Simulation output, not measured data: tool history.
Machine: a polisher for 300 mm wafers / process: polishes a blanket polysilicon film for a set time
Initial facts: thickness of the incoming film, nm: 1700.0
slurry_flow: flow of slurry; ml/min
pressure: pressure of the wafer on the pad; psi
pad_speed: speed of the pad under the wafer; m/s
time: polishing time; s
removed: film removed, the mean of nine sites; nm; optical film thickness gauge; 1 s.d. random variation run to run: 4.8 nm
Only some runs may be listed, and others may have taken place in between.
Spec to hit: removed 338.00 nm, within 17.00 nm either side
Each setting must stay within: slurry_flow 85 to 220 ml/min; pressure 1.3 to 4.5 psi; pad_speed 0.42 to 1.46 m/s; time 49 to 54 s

run,hour,slurry_flow,pressure,pad_speed,time,removed
1,0.0,140,2.9,0.94,54,418.36
2,5.9,130,2.9,0.94,54,430.65
3,14.6,130,2.9,0.94,54,410.28
4,15.9,130,3.6,0.94,54,507.24
5,20.0,130,3.2,0.92,54,451.37
6,26.1,130,2.9,0.90,54,390.24
7,31.3,130,2.8,0.90,54,389.26
8,37.3,130,2.7,0.90,54,373.95
9,44.7,130,2.7,0.90,54,380.15
10,46.1,130,2.6,0.90,54,361.97

4 candidate next runs follow, results not yet known. Just one meets every target within its allowed miss. Identify it.
A,47.5,150,2.3,0.86,50,?
B,47.5,140,2.2,1.04,52,?
C,47.5,135,3.8,0.66,54,?
D,47.5,150,2.2,0.88,51,?

move,removed
A,292.33
B,341.61
C,403.55
D,291.52
A: takes the result that was furthest off past its target
B: every result within its allowed miss
C: misses by more than the last run did
D: takes the result that was furthest off past its target
The right move is B.
